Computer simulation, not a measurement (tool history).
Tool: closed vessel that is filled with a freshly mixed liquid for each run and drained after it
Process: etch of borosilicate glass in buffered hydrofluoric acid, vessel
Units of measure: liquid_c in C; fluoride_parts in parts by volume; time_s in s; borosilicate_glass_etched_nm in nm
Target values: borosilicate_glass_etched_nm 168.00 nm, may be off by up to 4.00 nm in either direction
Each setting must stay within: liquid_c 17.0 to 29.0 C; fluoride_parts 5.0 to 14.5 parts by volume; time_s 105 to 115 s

run 1 hour=0.0 | liquid_c=21.0 fluoride_parts=9.0 time_s=105 | borosilicate_glass_etched_nm=123.75
run 2 hour=0.6 | liquid_c=24.0 fluoride_parts=9.0 time_s=105 | borosilicate_glass_etched_nm=145.33
run 3 hour=1.6 | liquid_c=24.0 fluoride_parts=7.5 time_s=105 | borosilicate_glass_etched_nm=179.21
run 4 hour=4.5 | liquid_c=21.5 fluoride_parts=7.5 time_s=105 | borosilicate_glass_etched_nm=153.63
run 5 hour=10.4 | liquid_c=21.5 fluoride_parts=6.5 time_s=105 | borosilicate_glass_etched_nm=178.73
run 6 hour=11.4 | liquid_c=21.5 fluoride_parts=5.0 time_s=105 | borosilicate_glass_etched_nm=227.33
run 7 hour=12.9 | liquid_c=20.0 fluoride_parts=5.0 time_s=105 | borosilicate_glass_etched_nm=208.77
run 8 hour=17.1 | liquid_c=20.0 fluoride_parts=5.0 time_s=105 | borosilicate_glass_etched_nm=208.20
run 9 hour=19.4 | liquid_c=19.0 fluoride_parts=5.0 time_s=105 | borosilicate_glass_etched_nm=197.78
run 10 hour=25.1 | liquid_c=18.5 fluoride_parts=5.0 time_s=105 | borosilicate_glass_etched_nm=191.51

Next run, 5 choices. One meets every target within its allowed miss, the rest don't. Which?
run A hour=30.8 | liquid_c=20.0 fluoride_parts=5.5 time_s=110 | borosilicate_glass_etched_nm=?
run B hour=30.8 | liquid_c=17.5 fluoride_parts=5.5 time_s=105 | borosilicate_glass_etched_nm=?
run C hour=30.8 | liquid_c=18.5 fluoride_parts=5.5 time_s=105 | borosilicate_glass_etched_nm=?
run D hour=30.8 | liquid_c=18.0 fluoride_parts=6.0 time_s=105 | borosilicate_glass_etched_nm=?
run E hour=30.8 | liquid_c=17.5 fluoride_parts=5.0 time_s=105 | borosilicate_glass_etched_nm=?

move=A borosilicate_glass_etched_nm=200.90
move=B borosilicate_glass_etched_nm=167.32
move=C borosilicate_glass_etched_nm=176.74
move=D borosilicate_glass_etched_nm=159.08
move=E borosilicate_glass_etched_nm=182.41
A: lands further from the targets than the last run did
B: in spec on every target
C: closer than the last run, but not yet in spec
D: the result that was furthest off in the last run now lies on the other side of its target
E: closer than the last run, but not yet in spec
Go with B: it meets all targets.

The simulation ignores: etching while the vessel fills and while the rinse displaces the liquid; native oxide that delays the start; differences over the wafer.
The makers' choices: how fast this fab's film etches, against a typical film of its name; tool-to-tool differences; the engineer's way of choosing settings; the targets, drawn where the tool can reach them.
